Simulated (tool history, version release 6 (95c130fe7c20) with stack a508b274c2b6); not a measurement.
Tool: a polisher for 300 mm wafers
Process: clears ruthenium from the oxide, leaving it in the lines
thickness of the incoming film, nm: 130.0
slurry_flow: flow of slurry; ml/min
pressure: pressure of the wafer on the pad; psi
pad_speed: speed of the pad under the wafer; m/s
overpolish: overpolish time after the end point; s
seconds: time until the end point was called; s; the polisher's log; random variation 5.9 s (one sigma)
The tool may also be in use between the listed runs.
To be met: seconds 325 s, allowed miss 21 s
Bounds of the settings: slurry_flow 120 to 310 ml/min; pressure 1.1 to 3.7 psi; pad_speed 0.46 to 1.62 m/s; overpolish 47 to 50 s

run	hour	slurry_flow	pressure	pad_speed	overpolish	seconds
1	0	200	2.4	1.04	47	90.565
2	3.6	250	2.4	1.04	47	89.892
3	9	225	2.4	1.04	47	89.899
4	12.6	210	2.2	0.96	47	102.92
5	13.6	200	2.1	0.9	47	119.07
6	22.3	190	2	0.84	47	133.52
7	25.5	180	1.9	0.78	47	150.59
8	27.3	170	1.8	0.74	47	170.7
9	30.1	150	1.2	0.46	47	399.5
10	38.9	150	1.4	0.46	47	347.56

Which of these 5 next moves meets every target?
A	47.7	145	1.1	0.5	48	?
B	47.7	150	1.2	0.58	47	?
C	47.7	170	1.3	0.46	47	?
D	47.7	130	1.2	0.52	47	?
E	47.7	120	1.1	0.6	47	?

move	seconds
A	422.04
B	335.72
C	378.13
D	384.21
E	371.64
A: further off than the last run
B: meets every target
C: further off than the last run
D: further off than the last run
E: further off than the last run
The right move is B.
